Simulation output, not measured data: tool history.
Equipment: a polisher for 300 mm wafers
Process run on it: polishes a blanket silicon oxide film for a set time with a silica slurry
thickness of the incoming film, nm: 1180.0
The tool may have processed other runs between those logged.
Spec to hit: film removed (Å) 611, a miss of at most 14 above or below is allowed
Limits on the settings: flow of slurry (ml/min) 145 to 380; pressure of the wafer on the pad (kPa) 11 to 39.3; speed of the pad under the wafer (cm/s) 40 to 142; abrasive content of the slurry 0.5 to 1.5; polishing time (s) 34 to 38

| run | hour | flow of slurry (ml/min) | pressure of the wafer on the pad (kPa) | speed of the pad under the wafer (cm/s) | abrasive content of the slurry | polishing time (s) | film removed (Å) |
|---|---|---|---|---|---|---|---|
| 1 | 0 | 245 | 24.8 | 90 | 1 | 38 | 867.01 |
| 2 | 8.4 | 245 | 22.1 | 90 | 1 | 38 | 768.6 |
| 3 | 13.6 | 240 | 20.7 | 90 | 1 | 38 | 729.81 |
| 4 | 22.2 | 280 | 20.7 | 90 | 1 | 38 | 731.51 |
| 5 | 22.7 | 280 | 20.7 | 90 | 1 | 34 | 656.11 |
| 6 | 26.6 | 280 | 20.7 | 90 | 1.1 | 34 | 689.25 |
| 7 | 35.5 | 280 | 20 | 90 | 1.1 | 34 | 672.28 |
| 8 | 43 | 280 | 19.3 | 90 | 1.1 | 34 | 644.27 |

Pick the move, out of 5, that brings all results within their allowed miss; only one does.
| A | 50.5 | 290 | 20 | 76 | 1.1 | 38 | ? |
| B | 50.5 | 345 | 19.3 | 80 | 1.05 | 37 | ? |
| C | 50.5 | 270 | 19.3 | 92 | 1.2 | 34 | ? |
| D | 50.5 | 290 | 21.4 | 76 | 1.05 | 34 | ? |
| E | 50.5 | 235 | 19.3 | 84 | 1.25 | 37 | ? |

| move | film removed (Å) |
|---|---|
| A | 650.48 |
| B | 632.47 |
| C | 678.56 |
| D | 606.46 |
| E | 689.38 |
A: the biggest miss grows against the last run
B: gains on the last run, yet a result remains outside its allowed miss
C: the biggest miss grows against the last run
D: all results land within tolerance of their targets
E: the biggest miss grows against the last run
The right move is D.

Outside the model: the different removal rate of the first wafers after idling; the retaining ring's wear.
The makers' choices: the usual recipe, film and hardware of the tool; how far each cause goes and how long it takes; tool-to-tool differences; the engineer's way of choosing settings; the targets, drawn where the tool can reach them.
